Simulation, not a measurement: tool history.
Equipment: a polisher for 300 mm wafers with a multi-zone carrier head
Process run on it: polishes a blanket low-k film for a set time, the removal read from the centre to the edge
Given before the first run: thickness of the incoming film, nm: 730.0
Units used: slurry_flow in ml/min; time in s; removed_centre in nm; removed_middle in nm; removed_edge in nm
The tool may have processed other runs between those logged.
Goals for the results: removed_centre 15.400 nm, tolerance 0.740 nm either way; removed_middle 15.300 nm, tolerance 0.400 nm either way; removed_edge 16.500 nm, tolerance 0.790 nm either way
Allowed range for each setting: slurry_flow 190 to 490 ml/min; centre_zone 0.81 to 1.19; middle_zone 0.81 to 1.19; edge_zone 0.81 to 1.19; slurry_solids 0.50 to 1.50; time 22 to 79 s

run    day  slurry_flow  centre_zone  middle_zone  edge_zone  slurry_solids  time  removed_centre  removed_middle  removed_edge
  1  0.000          315         1.00         1.00       1.00           1.00    50          21.721          21.476        21.407
  2  0.342          265         1.00         1.00       1.00           1.00    50          20.769          21.218        20.584
  3  0.371          265         1.00         1.00       1.00           1.15    50          22.061          22.207        22.187
  4  0.567          260         0.98         0.96       1.00           1.00    49          19.948          20.002        19.978
  5  0.933          260         0.98         0.96       1.00           1.00    62          25.036          25.082        25.290
  6  0.983          260         0.98         0.96       1.00           1.00    50          20.821          20.253        20.597
  7  1.167          250         0.94         0.94       1.01           0.90    50          18.165          18.965        19.378
  8  1.400          250         0.93         0.91       1.00           0.85    50          17.657          17.624        18.919
  9  1.446          240         0.92         0.90       0.97           0.80    50          16.463          17.191        17.718
 10  1.650          235         0.92         0.88       0.96           0.80    50          16.754          16.907        18.031
 11  1.854          250         0.91         0.86       0.93           0.60    50          14.662          14.215        14.734
 12  2.146          250         0.91         0.87       0.95           0.60    50          13.843          14.308        15.792

Pick the move, out of 5, that brings all results within their allowed miss; only one does.
  A  2.438          260         0.90         0.82       0.98           0.65    57               ?               ?             ?
  B  2.438          210         0.93         0.81       0.94           0.75    48               ?               ?             ?
  C  2.438          190         0.98         0.86       1.02           0.50    60               ?               ?             ?
  D  2.438          205         0.94         0.89       0.99           0.80    46               ?               ?             ?
  E  2.438          195         0.88         0.88       1.03           0.50    59               ?               ?             ?

move  removed_centre  removed_middle  removed_edge
   A          16.708          16.538        19.105
   B          15.197          14.460        16.712
   C          15.475          14.692        16.814
   D          15.168          15.423        16.866
   E          13.729          14.803        16.659
A: takes the result that was furthest off past its target
B: closer than the last run, but not yet in spec
C: closer than the last run, but not yet in spec
D: each result inside its tolerance
E: closer than the last run, but not yet in spec
So the answer is move D, the one that meets all the targets.
